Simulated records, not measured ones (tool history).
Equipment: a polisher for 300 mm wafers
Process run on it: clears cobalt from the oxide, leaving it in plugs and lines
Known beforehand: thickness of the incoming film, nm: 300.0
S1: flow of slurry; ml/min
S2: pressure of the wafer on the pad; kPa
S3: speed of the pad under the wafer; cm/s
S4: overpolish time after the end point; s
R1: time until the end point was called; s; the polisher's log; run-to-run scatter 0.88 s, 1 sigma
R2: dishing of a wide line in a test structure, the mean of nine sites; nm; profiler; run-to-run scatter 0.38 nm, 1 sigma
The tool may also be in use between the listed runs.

run,hour,S1,S2,S3,S4,R1,R2
1,0,265,13.1,86,12,73.777,37.52
2,6.8,260,14.5,86,9,65.436,34.106
3,11.4,250,15.2,86,7,60.634,28.896
4,16.5,250,15.2,86,4,62.742,18.102
5,20.2,250,15.2,104,4,50.525,21.56
6,22.8,250,11.7,104,4,65.068,17.535
7,24.1,250,13.1,104,4,58.811,19.177
8,30,250,14.5,104,4,54.243,20.661
9,31.6,250,15.2,104,4,53.283,21.232
10,38.3,250,15.9,108,4,49.039,23.261
11,39.6,250,15.9,108,4,47.206,22.587
12,43.1,250,16.5,108,5,46.234,28.555
13,49.7,265,15.9,112,5,48.162,28.035
14,57.7,245,15.9,112,5,45.758,28.633
15,62.8,265,15.9,114,5,45.734,28.985

Run 16 is up next; what results do you expect?
16,69.2,245,15.9,114,5,?,?

Logged for run 16: R1 45.216 s, R2 28.417 nm.

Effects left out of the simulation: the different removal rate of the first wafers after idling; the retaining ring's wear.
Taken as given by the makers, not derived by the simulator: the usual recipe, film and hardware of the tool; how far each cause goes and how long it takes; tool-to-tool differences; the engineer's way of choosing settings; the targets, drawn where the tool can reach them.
